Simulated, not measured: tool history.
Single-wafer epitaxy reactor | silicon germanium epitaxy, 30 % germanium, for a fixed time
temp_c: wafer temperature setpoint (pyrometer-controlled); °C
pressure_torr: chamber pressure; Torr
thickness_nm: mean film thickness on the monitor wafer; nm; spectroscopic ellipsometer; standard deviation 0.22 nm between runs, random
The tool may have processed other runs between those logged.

run 1 hour=0 | temp_c=600 pressure_torr=17.4 | thickness_nm=51.825
run 2 hour=0.9 | temp_c=604 pressure_torr=17.4 | thickness_nm=56.131
run 3 hour=5.8 | temp_c=599 pressure_torr=17.3 | thickness_nm=50.75
run 4 hour=11.3 | temp_c=596 pressure_torr=17.2 | thickness_nm=47.52
run 5 hour=15.9 | temp_c=596 pressure_torr=20.2 | thickness_nm=50.518
run 6 hour=17.1 | temp_c=596 pressure_torr=21.4 | thickness_nm=51.308
run 7 hour=23.6 | temp_c=593 pressure_torr=21.3 | thickness_nm=47.922

The next listed run, before its measurement:
run 8 hour=27.6 | temp_c=586 pressure_torr=21.1 | thickness_nm=?

{"run 8": {"thickness_nm": 40.861}}
